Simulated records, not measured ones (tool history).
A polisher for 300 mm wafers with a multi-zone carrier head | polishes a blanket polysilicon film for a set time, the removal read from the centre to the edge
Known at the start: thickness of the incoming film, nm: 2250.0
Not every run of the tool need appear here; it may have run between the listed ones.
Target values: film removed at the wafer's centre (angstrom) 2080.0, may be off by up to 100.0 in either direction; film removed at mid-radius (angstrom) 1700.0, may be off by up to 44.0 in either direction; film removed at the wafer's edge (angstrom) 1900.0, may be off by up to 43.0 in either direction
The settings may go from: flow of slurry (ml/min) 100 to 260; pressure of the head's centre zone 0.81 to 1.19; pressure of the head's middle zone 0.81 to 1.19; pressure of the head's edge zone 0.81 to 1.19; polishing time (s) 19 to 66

run	hour	flow of slurry (ml/min)	pressure of the head's centre zone	pressure of the head's middle zone	pressure of the head's edge zone	polishing time (s)	film removed at the wafer's centre (angstrom)	film removed at mid-radius (angstrom)	film removed at the wafer's edge (angstrom)
1	0.0	165	1.00	1.00	1.00	42	2779.5	2633.7	2740.0
2	7.5	165	1.00	1.05	1.00	42	2743.7	2728.2	2741.4
3	12.2	165	1.05	1.05	1.00	42	2915.2	2723.7	2782.0
4	12.9	155	1.04	1.00	0.97	39	2629.8	2415.0	2519.1
5	13.8	155	1.04	1.00	1.04	39	2675.2	2410.8	2582.8
6	21.1	150	1.04	0.97	1.00	37	2512.0	2247.2	2420.7
7	23.7	145	1.05	0.94	0.97	35	2308.6	2077.0	2228.7
8	30.2	140	1.07	0.91	0.95	34	2195.1	1947.0	2145.8
9	31.4	140	1.10	0.89	0.92	33	2261.7	1826.3	2055.0
10	36.1	135	1.10	0.88	0.90	33	2223.0	1801.8	2024.7
11	44.9	130	1.10	0.87	0.88	33	2278.9	1775.0	2002.1
12	51.4	125	1.08	0.87	0.87	33	2103.0	1776.7	1984.0
13	59.3	120	1.09	0.87	0.86	33	2113.4	1753.9	1978.0
14	61.2	120	1.09	0.87	0.85	33	2132.6	1775.8	1933.5
15	65.3	115	1.09	0.86	0.85	33	2106.6	1735.4	1972.3

Which of these 5 next moves meets every target?
A	69.4	105	1.19	0.81	0.92	34	?	?	?
B	69.4	115	1.10	0.83	0.85	34	?	?	?
C	69.4	120	1.11	0.87	0.85	32	?	?	?
D	69.4	110	1.05	0.85	0.87	34	?	?	?
E	69.4	105	1.11	0.89	0.89	34	?	?	?

move	film removed at the wafer's centre (angstrom)	film removed at mid-radius (angstrom)	film removed at the wafer's edge (angstrom)
A	2288.1	1660.4	2004.5
B	2215.7	1725.1	1973.0
C	2120.5	1696.3	1867.5
D	2122.9	1739.4	1976.2
E	2180.2	1781.2	1977.8
A: further off than the last run
B: about the same distance from the targets as the last run
C: all results land within tolerance of their targets
D: further off than the last run
E: further off than the last run
Move C is the one to make.

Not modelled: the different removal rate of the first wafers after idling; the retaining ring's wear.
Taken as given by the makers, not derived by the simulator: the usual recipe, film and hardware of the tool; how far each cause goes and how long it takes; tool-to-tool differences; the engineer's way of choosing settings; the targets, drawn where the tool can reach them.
